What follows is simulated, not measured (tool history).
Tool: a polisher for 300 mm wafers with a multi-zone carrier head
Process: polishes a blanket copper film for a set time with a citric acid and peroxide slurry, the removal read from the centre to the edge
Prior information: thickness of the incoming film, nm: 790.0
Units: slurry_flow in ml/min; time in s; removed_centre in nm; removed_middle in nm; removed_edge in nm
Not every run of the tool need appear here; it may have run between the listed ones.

{"run": 1, "hour": 0.0, "slurry_flow": 175, "centre_zone": 1.0, "middle_zone": 1.0, "edge_zone": 1.0, "slurry_solids": 1.0, "time": 75, "removed_centre": 174.48, "removed_middle": 184.3, "removed_edge": 193.18}
{"run": 2, "hour": 5.0, "slurry_flow": 175, "centre_zone": 1.0, "middle_zone": 1.03, "edge_zone": 1.0, "slurry_solids": 1.0, "time": 75, "removed_centre": 173.15, "removed_middle": 186.56, "removed_edge": 194.09}
{"run": 3, "hour": 11.1, "slurry_flow": 155, "centre_zone": 1.0, "middle_zone": 1.03, "edge_zone": 1.0, "slurry_solids": 1.0, "time": 75, "removed_centre": 169.74, "removed_middle": 181.4, "removed_edge": 185.38}
{"run": 4, "hour": 16.2, "slurry_flow": 155, "centre_zone": 1.0, "middle_zone": 1.03, "edge_zone": 1.0, "slurry_solids": 1.2, "time": 75, "removed_centre": 176.81, "removed_middle": 190.19, "removed_edge": 191.1}
{"run": 5, "hour": 23.8, "slurry_flow": 155, "centre_zone": 1.0, "middle_zone": 1.03, "edge_zone": 1.0, "slurry_solids": 1.2, "time": 68, "removed_centre": 159.94, "removed_middle": 173.04, "removed_edge": 174.34}
{"run": 6, "hour": 32.6, "slurry_flow": 155, "centre_zone": 1.0, "middle_zone": 1.03, "edge_zone": 1.04, "slurry_solids": 1.2, "time": 68, "removed_centre": 160.14, "removed_middle": 170.06, "removed_edge": 179.34}

Run 7, settings as shown, results not yet in. Your forecast:
{"run": 7, "hour": 33.8, "slurry_flow": 165, "centre_zone": 1.0, "middle_zone": 1.03, "edge_zone": 1.06, "slurry_solids": 1.25, "time": 68, "removed_centre": "?", "removed_middle": "?", "removed_edge": "?"}

Run 7 measured removed_centre 162.40 nm, removed_middle 174.28 nm, removed_edge 185.35 nm.

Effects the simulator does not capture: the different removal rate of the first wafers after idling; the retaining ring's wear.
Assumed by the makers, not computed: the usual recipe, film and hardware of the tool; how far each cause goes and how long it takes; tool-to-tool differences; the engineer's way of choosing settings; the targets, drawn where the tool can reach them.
